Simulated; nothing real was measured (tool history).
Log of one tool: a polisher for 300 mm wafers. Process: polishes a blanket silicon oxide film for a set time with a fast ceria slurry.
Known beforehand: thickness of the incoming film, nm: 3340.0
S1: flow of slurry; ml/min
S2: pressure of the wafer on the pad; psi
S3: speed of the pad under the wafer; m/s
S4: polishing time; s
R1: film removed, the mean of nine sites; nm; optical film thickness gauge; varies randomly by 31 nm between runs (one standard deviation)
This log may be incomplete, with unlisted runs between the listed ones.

{"run": 1, "hour": 0.0, "S1": 150, "S2": 2.8, "S3": 1.16, "S4": 81, "R1": 1311.5}
{"run": 2, "hour": 2.8, "S1": 150, "S2": 3.3, "S3": 1.18, "S4": 81, "R1": 1533.8}
{"run": 3, "hour": 7.5, "S1": 150, "S2": 3.7, "S3": 1.2, "S4": 81, "R1": 1797.5}
{"run": 4, "hour": 12.0, "S1": 125, "S2": 3.7, "S3": 1.2, "S4": 81, "R1": 1764.3}
{"run": 5, "hour": 13.8, "S1": 125, "S2": 4.2, "S3": 1.2, "S4": 81, "R1": 1955.3}
{"run": 6, "hour": 15.9, "S1": 125, "S2": 4.3, "S3": 1.22, "S4": 81, "R1": 2036.8}
{"run": 7, "hour": 16.9, "S1": 125, "S2": 4.3, "S3": 1.24, "S4": 81, "R1": 2083.8}

What will run 8 give?
{"run": 8, "hour": 20.4, "S1": 125, "S2": 4.3, "S3": 1.26, "S4": 81, "R1": "?"}

{"run 8": {"R1": 2107.9}}

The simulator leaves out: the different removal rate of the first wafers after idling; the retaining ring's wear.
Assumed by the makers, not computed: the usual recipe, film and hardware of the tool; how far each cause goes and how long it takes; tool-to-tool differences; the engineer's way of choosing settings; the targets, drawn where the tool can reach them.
